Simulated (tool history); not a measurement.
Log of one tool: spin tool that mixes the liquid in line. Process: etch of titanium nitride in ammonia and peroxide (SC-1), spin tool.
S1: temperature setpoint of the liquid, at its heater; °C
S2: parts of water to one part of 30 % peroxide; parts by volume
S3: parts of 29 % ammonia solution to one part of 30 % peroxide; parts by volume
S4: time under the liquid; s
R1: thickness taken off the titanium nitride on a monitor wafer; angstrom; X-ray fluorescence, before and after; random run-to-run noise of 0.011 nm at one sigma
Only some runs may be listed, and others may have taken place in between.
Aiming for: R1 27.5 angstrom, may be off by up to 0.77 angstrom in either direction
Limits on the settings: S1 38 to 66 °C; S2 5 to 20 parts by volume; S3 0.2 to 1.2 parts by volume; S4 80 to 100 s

run  hour    S1    S2   S3   S4      R1
  1     0    50    11  0.9  100  85.849
  2   4.8  46.5    13  0.9  100  60.884
  3   5.6  46.5    13  0.9   80  48.796
  4   9.8  46.5     9  0.9   80  58.684
  5  14.1  46.5     9  0.9   80  58.677
     22.9  -- new drum of ammonia solution connected
  6  22.9    44   9.5  0.9   80  48.659
  7  29.2    42  10.5  0.9   80  39.895
  8  30.2    41    11  0.9   80  35.907

Next run, 5 choices. One meets every target within its allowed miss, the rest don't. Which?
  A  31.2    43  13.5   0.7  100   ?
  B  31.2  40.5    13   0.8  100   ?
  C  31.2  38.5  13.5   1.2   85   ?
  D  31.2    38    12  0.85   80   ?
  E  31.2  40.5    12   1.1  100   ?

move      R1
   A  45.292
   B  39.347
   C  30.165
   D  27.517
   E  43.171
A: the biggest miss grows against the last run
B: the biggest miss grows against the last run
C: nearer than the last run, and not there yet
D: all results in spec
E: the biggest miss grows against the last run
So the answer is move D, the one that meets all the targets.
